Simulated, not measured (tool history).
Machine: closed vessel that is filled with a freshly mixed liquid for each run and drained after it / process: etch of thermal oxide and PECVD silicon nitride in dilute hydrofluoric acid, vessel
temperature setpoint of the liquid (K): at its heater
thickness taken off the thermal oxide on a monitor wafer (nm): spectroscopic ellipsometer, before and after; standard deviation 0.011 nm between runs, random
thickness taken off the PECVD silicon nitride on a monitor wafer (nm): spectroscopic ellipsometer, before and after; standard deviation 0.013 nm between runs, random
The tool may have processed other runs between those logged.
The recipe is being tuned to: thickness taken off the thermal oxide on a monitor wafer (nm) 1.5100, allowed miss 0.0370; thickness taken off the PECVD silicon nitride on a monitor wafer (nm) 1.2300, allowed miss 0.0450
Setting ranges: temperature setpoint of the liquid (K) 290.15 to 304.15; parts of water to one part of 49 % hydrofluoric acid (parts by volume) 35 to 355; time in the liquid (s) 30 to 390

run  hour  temperature setpoint of the liquid (K)  parts of water to one part of 49 % hydrofluoric acid (parts by volume)  time in the liquid (s)  thickness taken off the thermal oxide on a monitor wafer (nm)  thickness taken off the PECVD silicon nitride on a monitor wafer (nm)
  1   0.0                                  296.15                                                                     195                     200                                                         4.0661                                                                 3.3393
  2   1.6                                  294.65                                                                     235                     200                                                         3.0358                                                                 2.5111
  3   6.8                                  294.65                                                                     285                     200                                                         2.3934                                                                 2.0875
  4  11.3                                  294.65                                                                     285                     260                                                         3.1149                                                                 2.7228
  5  17.3                                  294.65                                                                     340                     260                                                         2.4785                                                                 2.2767
  6  24.7                                  293.15                                                                     340                     245                                                         2.2044                                                                 1.9241
  7  26.1                                  292.15                                                                     345                     230                                                         1.9621                                                                 1.6664
  8  32.1                                  292.15                                                                     345                     230                                                         1.9648                                                                 1.6967
  9  38.3                                  291.65                                                                     345                     215                                                         1.8072                                                                 1.5211

Next run, 5 choices. One meets every target within its allowed miss, the rest don't. Which?
  A  44.5                                  292.65                                                                     355                     165                                                              ?                                                                      ?
  B  44.5                                  291.15                                                                     270                     140                                                              ?                                                                      ?
  C  44.5                                  290.15                                                                     345                     190                                                              ?                                                                      ?
  D  44.5                                  290.65                                                                     355                     205                                                              ?                                                                      ?
  E  44.5                                  290.15                                                                     305                     170                                                              ?                                                                      ?

move  thickness taken off the thermal oxide on a monitor wafer (nm)  thickness taken off the PECVD silicon nitride on a monitor wafer (nm)
   A                                                         1.3852                                                                 1.2220
   B                                                         1.5732                                                                 1.2243
   C                                                         1.5111                                                                 1.2331
   D                                                         1.6009                                                                 1.3372
   E                                                         1.5803                                                                 1.2399
A: takes the biggest miss from the last run beyond its target
B: gains on the last run, yet a result remains outside its allowed miss
C: every result within its allowed miss
D: gains on the last run, yet a result remains outside its allowed miss
E: gains on the last run, yet a result remains outside its allowed miss
The right move is C.
